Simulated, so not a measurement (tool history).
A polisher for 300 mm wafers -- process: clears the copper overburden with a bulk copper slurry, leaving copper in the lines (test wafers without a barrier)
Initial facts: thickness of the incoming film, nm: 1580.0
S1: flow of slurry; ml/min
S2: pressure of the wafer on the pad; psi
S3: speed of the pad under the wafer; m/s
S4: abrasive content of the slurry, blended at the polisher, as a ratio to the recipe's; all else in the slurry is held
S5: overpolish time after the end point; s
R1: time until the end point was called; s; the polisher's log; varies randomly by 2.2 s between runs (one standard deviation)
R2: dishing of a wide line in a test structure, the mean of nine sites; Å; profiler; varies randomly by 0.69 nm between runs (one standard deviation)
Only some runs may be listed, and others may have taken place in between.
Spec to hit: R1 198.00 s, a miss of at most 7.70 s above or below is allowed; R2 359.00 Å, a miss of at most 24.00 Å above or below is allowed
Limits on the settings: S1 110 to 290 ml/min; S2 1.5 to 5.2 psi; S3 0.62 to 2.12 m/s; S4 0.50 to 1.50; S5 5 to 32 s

run  hour   S1   S2    S3    S4  S5      R1      R2
  1   0.0  185  3.3  1.36  1.00  16  114.10  914.28
  2   2.3  185  3.0  1.36  1.00  14  129.52  793.66
  3   5.8  185  3.0  1.36  0.90  14  132.35  805.38
  4   7.6  170  3.0  1.36  0.90  14  132.50  791.72
  5  13.6  160  2.7  1.36  1.00  12  147.65  674.84
  6  20.0  160  2.7  1.36  0.90  12  151.21  658.86
  7  20.7  150  2.5  1.40  0.95  11  156.72  603.13
  8  26.3  110  1.5  1.42  1.20   5  254.98  208.16

Which one of the following 4 next-run settings gets every result inside its allowed miss? There is exactly one.
  A  31.9  130  1.6  1.44  1.15  12   ?   ?
  B  31.9  155  1.9  1.40  1.05   7   ?   ?
  C  31.9  115  2.2  1.36  1.40   5   ?   ?
  D  31.9  140  2.0  1.46  1.15  11   ?   ?

move      R1      R2
   A  226.55  468.15
   B  195.27  354.82
   C  173.00  300.05
   D  178.05  536.50
A: closer than the last run, but not yet in spec
B: in spec on every target
C: pushes the last run's worst result past its target
D: pushes the last run's worst result past its target
Go with B: it meets all targets.

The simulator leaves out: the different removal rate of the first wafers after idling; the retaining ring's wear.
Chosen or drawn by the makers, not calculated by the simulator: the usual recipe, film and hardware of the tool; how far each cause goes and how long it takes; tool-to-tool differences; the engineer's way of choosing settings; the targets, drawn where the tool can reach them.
